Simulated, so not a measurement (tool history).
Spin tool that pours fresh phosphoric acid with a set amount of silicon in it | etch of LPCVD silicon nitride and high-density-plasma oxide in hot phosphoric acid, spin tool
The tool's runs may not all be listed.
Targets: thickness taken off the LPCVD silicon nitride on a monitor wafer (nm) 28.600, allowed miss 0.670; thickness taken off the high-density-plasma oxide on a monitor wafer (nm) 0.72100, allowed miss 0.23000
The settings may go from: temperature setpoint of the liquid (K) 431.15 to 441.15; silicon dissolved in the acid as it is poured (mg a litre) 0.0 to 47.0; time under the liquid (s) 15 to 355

run,day,temperature setpoint of the liquid (K),silicon dissolved in the acid as it is poured (mg a litre),time under the liquid (s),thickness taken off the LPCVD silicon nitride on a monitor wafer (nm),thickness taken off the high-density-plasma oxide on a monitor wafer (nm)
1,0.000,436.15,20.5,180,15.377,0.35287
2,0.033,437.65,21.0,210,18.778,0.48174
3,0.138,438.15,23.0,235,21.095,0.50283
4,0.467,436.65,23.0,235,20.275,0.55310
5,0.683,438.15,24.0,250,22.562,0.63469
6,0.733,439.15,28.5,265,24.746,0.55189
7,1.025,439.65,27.5,270,25.911,0.55691
8,1.075,440.15,25.0,275,26.616,0.73763
9,1.100,440.15,26.0,280,26.776,0.65020

5 next moves are on the table. One of them brings every result within its allowed miss. Which?
A,1.125,439.65,13.5,245,?,?
B,1.125,438.65,32.0,295,?,?
C,1.125,439.15,24.0,305,?,?
D,1.125,440.65,43.0,310,?,?
E,1.125,441.15,38.5,305,?,?

move,thickness taken off the LPCVD silicon nitride on a monitor wafer (nm),thickness taken off the high-density-plasma oxide on a monitor wafer (nm)
A,23.393,0.87789
B,27.262,0.54509
C,28.651,0.78751
D,30.578,0.34509
E,30.577,0.48385
A: further off than the last run
B: nearer than the last run, and not there yet
C: meets every target
D: takes the result that was furthest off past its target
E: takes the result that was furthest off past its target
The right move is C.
